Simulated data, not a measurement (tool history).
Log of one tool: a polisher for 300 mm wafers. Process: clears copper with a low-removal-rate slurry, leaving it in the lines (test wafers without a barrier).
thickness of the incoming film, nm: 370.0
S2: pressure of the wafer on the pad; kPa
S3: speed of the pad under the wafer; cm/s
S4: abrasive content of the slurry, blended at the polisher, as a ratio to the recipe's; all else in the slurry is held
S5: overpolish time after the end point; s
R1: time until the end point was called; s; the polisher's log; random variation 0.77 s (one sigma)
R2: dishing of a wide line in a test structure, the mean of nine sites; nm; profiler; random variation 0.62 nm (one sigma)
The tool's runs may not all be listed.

run 1 day=0 | flow_of_slurry_(ml/min)=320 S2=27.6 S3=112 S4=1 S5=20 | R1=76.35 R2=50.906
run 2 day=0.092 | flow_of_slurry_(ml/min)=320 S2=28.3 S3=112 S4=1 S5=19 | R1=75.379 R2=50.293
run 3 day=0.233 | flow_of_slurry_(ml/min)=320 S2=29 S3=112 S4=1 S5=18 | R1=75.571 R2=50.432
run 4 day=0.475 | flow_of_slurry_(ml/min)=320 S2=29 S3=116 S4=1 S5=16 | R1=71.635 R2=47.113
run 5 day=0.621 | flow_of_slurry_(ml/min)=320 S2=34.5 S3=116 S4=1 S5=16 | R1=63.483 R2=50.526
run 6 day=0.654 | flow_of_slurry_(ml/min)=320 S2=35.2 S3=116 S4=1 S5=15 | R1=62.441 R2=48.737

Run 7 comes next. What will it give?
run 7 day=0.788 | flow_of_slurry_(ml/min)=320 S2=35.9 S3=116 S4=1 S5=15 | R1=? R2=?

R1: 61.732 s
R2: 49.333 nm
